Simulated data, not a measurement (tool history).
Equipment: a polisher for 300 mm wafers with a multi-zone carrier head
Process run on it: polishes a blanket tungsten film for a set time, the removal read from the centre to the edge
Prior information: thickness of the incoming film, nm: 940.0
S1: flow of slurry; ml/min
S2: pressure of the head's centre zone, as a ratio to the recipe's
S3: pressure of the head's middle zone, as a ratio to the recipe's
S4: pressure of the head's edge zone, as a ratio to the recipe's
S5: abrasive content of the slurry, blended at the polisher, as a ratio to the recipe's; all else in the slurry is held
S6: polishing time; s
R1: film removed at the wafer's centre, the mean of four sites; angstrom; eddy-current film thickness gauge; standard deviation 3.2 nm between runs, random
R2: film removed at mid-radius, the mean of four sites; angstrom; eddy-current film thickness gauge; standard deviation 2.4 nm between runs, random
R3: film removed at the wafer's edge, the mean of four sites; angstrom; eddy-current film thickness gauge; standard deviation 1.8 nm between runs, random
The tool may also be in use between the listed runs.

run    day   S1    S2    S3    S4    S5  S6      R1      R2      R3
  1      0  285     1     1     1     1  46  3274.4  3197.3    3317
  2  0.154  280  0.99  0.98  0.98   0.9  45  3070.2  3062.2  3163.8
  3  0.508  280  0.99  0.98   0.9   0.9  45  3047.1  3036.2  3055.3
  4  0.746  280  0.99  0.98   0.9   0.9  55  3766.1  3704.2  3770.2
  5  0.967  280  0.99  0.98  0.94   0.9  55  3749.1  3734.9  3774.8
  6  1.221  280  0.99  0.98  0.94   0.8  55  3661.2  3623.8  3668.7
  7  1.404  275  0.99  0.96  0.93  0.75  52  3388.6  3298.6  3398.7
  8  1.538  270  0.99  0.94  0.92   0.7  50  3214.5  3084.8  3162.8
  9  1.633  265  0.98  0.92  0.92  0.65  49  3097.7  2942.7  3095.8
 10  1.654  260  0.98  0.91  0.91   0.6  48  2915.8  2789.1  2948.7
 11   1.85  255  0.98   0.9   0.9   0.6  47    2894  2695.8  2871.9
 12   2.05  250  0.98  0.89  0.89   0.6  46  2768.8  2580.8  2804.9
 13  2.296  250  0.99  0.87  0.83   0.5  42  2439.9  2222.6  2360.3
 14  2.612  250  0.99  0.87  0.83   0.5  42    2554  2228.2  2355.3

Estimate the outcome of run 15 from the log above:
 15  2.908  260  0.94  0.87  0.91  0.55  42   ?   ?   ?

Logged for run 15: R1 2495.7 angstrom, R2 2288.6 angstrom, R3 2534.5 angstrom.
